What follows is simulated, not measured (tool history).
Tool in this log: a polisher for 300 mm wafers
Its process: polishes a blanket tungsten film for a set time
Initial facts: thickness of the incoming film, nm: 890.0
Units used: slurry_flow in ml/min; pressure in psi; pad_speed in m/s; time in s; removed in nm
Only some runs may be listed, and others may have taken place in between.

| run | day | slurry_flow | pressure | pad_speed | slurry_solids | time | removed |
|---|---|---|---|---|---|---|---|
| 1 | 0.000 | 300 | 3.0 | 1.24 | 1.00 | 95 | 344.37 |
| 2 | 0.217 | 300 | 2.6 | 1.24 | 1.00 | 95 | 297.28 |
| 3 | 0.479 | 300 | 2.6 | 1.24 | 1.00 | 99 | 307.97 |
| 4 | 0.617 | 305 | 3.0 | 1.24 | 1.00 | 99 | 358.96 |
| 5 | 0.725 | 305 | 3.0 | 1.24 | 1.15 | 99 | 366.95 |
| 6 | 1.079 | 305 | 3.0 | 1.24 | 1.00 | 99 | 359.48 |
| 7 | 1.104 | 305 | 3.3 | 1.24 | 1.00 | 99 | 391.88 |

Forecast run 8:
| 8 | 1.367 | 305 | 3.6 | 1.24 | 1.00 | 99 | ? |

Run 8 produced removed 428.06 nm.

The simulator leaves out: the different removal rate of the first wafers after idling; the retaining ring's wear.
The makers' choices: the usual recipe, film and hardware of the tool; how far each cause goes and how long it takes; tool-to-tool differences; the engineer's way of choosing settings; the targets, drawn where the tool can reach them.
